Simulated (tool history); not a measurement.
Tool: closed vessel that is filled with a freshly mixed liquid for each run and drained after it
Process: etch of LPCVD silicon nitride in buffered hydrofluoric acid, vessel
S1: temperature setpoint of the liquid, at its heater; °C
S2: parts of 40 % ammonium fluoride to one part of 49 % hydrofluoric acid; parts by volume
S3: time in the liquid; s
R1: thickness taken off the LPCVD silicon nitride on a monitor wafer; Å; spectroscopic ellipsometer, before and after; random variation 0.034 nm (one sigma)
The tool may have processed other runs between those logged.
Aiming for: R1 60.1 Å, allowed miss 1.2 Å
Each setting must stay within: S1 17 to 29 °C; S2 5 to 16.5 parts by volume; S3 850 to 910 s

Run 1, hour 0: S1 21 °C, S2 10 parts by volume, S3 850 s. Result: R1 91.311 Å.
Run 2, hour 4.5: S1 20 °C, S2 10.5 parts by volume, S3 850 s. Result: R1 81.363 Å.
Run 3, hour 5.1: S1 19 °C, S2 11 parts by volume, S3 850 s. Result: R1 74.681 Å.
Run 4, hour 12.9: S1 19 °C, S2 13 parts by volume, S3 850 s. Result: R1 62.837 Å.
Run 5, hour 21.2: S1 22.5 °C, S2 13 parts by volume, S3 850 s. Result: R1 75.886 Å.
Run 6, hour 27.1: S1 22.5 °C, S2 13 parts by volume, S3 850 s. Result: R1 75.923 Å.
Run 7, hour 30.6: S1 21 °C, S2 13 parts by volume, S3 850 s. Result: R1 70.817 Å.
Run 8, hour 38.8: S1 20 °C, S2 13 parts by volume, S3 850 s. Result: R1 67.125 Å.
Run 9, hour 44.4: S1 19.5 °C, S2 13 parts by volume, S3 850 s. Result: R1 64.493 Å.
Run 10, hour 51.8: S1 19 °C, S2 13 parts by volume, S3 850 s. Result: R1 63.264 Å.

Which one of the following 4 next-run settings gets every result inside its allowed miss? There is exactly one.
Run A, hour 59.2: S1 17 °C, S2 13 parts by volume, S3 870 s. Result: R1 ?.
Run B, hour 59.2: S1 17 °C, S2 11 parts by volume, S3 850 s. Result: R1 ?.
Run C, hour 59.2: S1 18.5 °C, S2 13 parts by volume, S3 905 s. Result: R1 ?.
Run D, hour 59.2: S1 17 °C, S2 13 parts by volume, S3 910 s. Result: R1 ?.

move      R1
   A  57.597
   B  66.297
   C  65.253
   D  60.245
A: takes the result that was furthest off past its target
B: further off than the last run
C: further off than the last run
D: all results land within tolerance of their targets
D is the move that brings every result within its allowed miss.
